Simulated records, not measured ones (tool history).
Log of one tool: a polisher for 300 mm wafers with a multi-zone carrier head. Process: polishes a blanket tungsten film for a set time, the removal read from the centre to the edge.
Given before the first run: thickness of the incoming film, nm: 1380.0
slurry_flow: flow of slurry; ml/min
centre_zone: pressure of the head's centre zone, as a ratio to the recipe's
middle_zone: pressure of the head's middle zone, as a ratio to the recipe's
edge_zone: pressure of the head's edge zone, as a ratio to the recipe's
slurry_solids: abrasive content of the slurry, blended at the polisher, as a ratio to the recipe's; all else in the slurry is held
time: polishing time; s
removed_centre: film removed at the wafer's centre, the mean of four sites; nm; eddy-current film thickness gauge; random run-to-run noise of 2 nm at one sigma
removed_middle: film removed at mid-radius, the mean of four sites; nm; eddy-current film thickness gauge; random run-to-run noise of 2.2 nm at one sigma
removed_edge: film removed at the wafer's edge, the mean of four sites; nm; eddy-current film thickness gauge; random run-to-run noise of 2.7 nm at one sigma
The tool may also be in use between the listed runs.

run 1 hour=0 | slurry_flow=215 centre_zone=1 middle_zone=1 edge_zone=1 slurry_solids=1 time=72 | removed_centre=277.58 removed_middle=290.32 removed_edge=287.82
run 2 hour=4.1 | slurry_flow=215 centre_zone=1.02 middle_zone=1.03 edge_zone=0.95 slurry_solids=0.9 time=71 | removed_centre=273.46 removed_middle=286.09 removed_edge=270.03
run 3 hour=7.6 | slurry_flow=215 centre_zone=0.94 middle_zone=1.03 edge_zone=0.95 slurry_solids=0.9 time=71 | removed_centre=248.84 removed_middle=281.35 removed_edge=265
run 4 hour=15.6 | slurry_flow=215 centre_zone=0.94 middle_zone=1.03 edge_zone=0.95 slurry_solids=0.9 time=80 | removed_centre=285.41 removed_middle=318.5 removed_edge=301.77
run 5 hour=21.8 | slurry_flow=215 centre_zone=0.94 middle_zone=1.03 edge_zone=0.95 slurry_solids=0.8 time=80 | removed_centre=276.03 removed_middle=311.08 removed_edge=286.88
run 6 hour=24 | slurry_flow=220 centre_zone=0.97 middle_zone=1.04 edge_zone=0.91 slurry_solids=0.7 time=78 | removed_centre=270.27 removed_middle=291.93 removed_edge=268.42

Expected results for the next run?
run 7 hour=30.1 | slurry_flow=215 centre_zone=1.07 middle_zone=1.14 edge_zone=0.81 slurry_solids=0.5 time=69 | removed_centre=? removed_middle=? removed_edge=?

{"run 7": {"removed_centre": 238.81, "removed_middle": 258.77, "removed_edge": 203.93}}

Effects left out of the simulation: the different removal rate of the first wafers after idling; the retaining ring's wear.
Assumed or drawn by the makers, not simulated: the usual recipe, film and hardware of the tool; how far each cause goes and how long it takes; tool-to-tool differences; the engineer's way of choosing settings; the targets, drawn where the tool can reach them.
